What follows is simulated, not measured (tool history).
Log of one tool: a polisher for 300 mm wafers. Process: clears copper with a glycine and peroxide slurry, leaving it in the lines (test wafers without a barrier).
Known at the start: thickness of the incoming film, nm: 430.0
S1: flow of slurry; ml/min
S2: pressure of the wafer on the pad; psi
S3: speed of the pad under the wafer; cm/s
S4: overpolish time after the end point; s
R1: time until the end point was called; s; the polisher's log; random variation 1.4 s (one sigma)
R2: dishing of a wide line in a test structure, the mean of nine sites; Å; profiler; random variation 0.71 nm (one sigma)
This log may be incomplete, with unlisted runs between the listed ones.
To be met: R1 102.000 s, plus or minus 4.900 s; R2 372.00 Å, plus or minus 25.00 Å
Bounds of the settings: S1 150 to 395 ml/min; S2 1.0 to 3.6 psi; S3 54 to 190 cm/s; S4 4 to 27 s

Run 1, day 0.000: S1 250 ml/min, S2 2.3 psi, S3 122 cm/s, S4 14 s. Result: R1 64.147 s, R2 600.09 Å.
Run 2, day 0.054: S1 250 ml/min, S2 2.0 psi, S3 120 cm/s, S4 14 s. Result: R1 72.963 s, R2 540.90 Å.
Run 3, day 0.300: S1 250 ml/min, S2 1.8 psi, S3 120 cm/s, S4 14 s. Result: R1 78.734 s, R2 491.76 Å.
Run 4, day 0.658: S1 250 ml/min, S2 2.3 psi, S3 120 cm/s, S4 14 s. Result: R1 67.249 s, R2 585.07 Å.
Run 5, day 0.829: S1 250 ml/min, S2 2.0 psi, S3 118 cm/s, S4 14 s. Result: R1 74.870 s, R2 526.94 Å.
Run 6, day 0.971: S1 250 ml/min, S2 1.8 psi, S3 118 cm/s, S4 14 s. Result: R1 81.138 s, R2 499.11 Å.
Run 7, day 1.067: S1 250 ml/min, S2 1.6 psi, S3 118 cm/s, S4 13 s. Result: R1 85.905 s, R2 448.07 Å.
Run 8, day 1.300: S1 250 ml/min, S2 1.5 psi, S3 118 cm/s, S4 13 s. Result: R1 89.795 s, R2 425.82 Å.
Run 9, day 1.488: S1 250 ml/min, S2 1.4 psi, S3 118 cm/s, S4 13 s. Result: R1 91.553 s, R2 405.00 Å.
Run 10, day 1.550: S1 250 ml/min, S2 1.4 psi, S3 118 cm/s, S4 13 s. Result: R1 94.331 s, R2 409.06 Å.
Run 11, day 1.646: S1 250 ml/min, S2 1.3 psi, S3 118 cm/s, S4 13 s. Result: R1 98.564 s, R2 398.68 Å.

Exercise: of the 4 proposed moves below, exactly one satisfies all targets within the stated allowed misses. Which move is it?
Run A, day 1.742: S1 245 ml/min, S2 1.2 psi, S3 132 cm/s, S4 14 s. Result: R1 ?, R2 ?.
Run B, day 1.742: S1 275 ml/min, S2 1.2 psi, S3 138 cm/s, S4 16 s. Result: R1 ?, R2 ?.
Run C, day 1.742: S1 160 ml/min, S2 1.3 psi, S3 136 cm/s, S4 15 s. Result: R1 ?, R2 ?.
Run D, day 1.742: S1 270 ml/min, S2 1.4 psi, S3 100 cm/s, S4 13 s. Result: R1 ?, R2 ?.

move       R1      R2
   A   92.900  417.58
   B   88.676  480.10
   C   92.610  443.40
   D  103.190  365.81
A: misses by more than the last run did
B: misses by more than the last run did
C: misses by more than the last run did
D: hits every target within its allowed miss
Answer: D
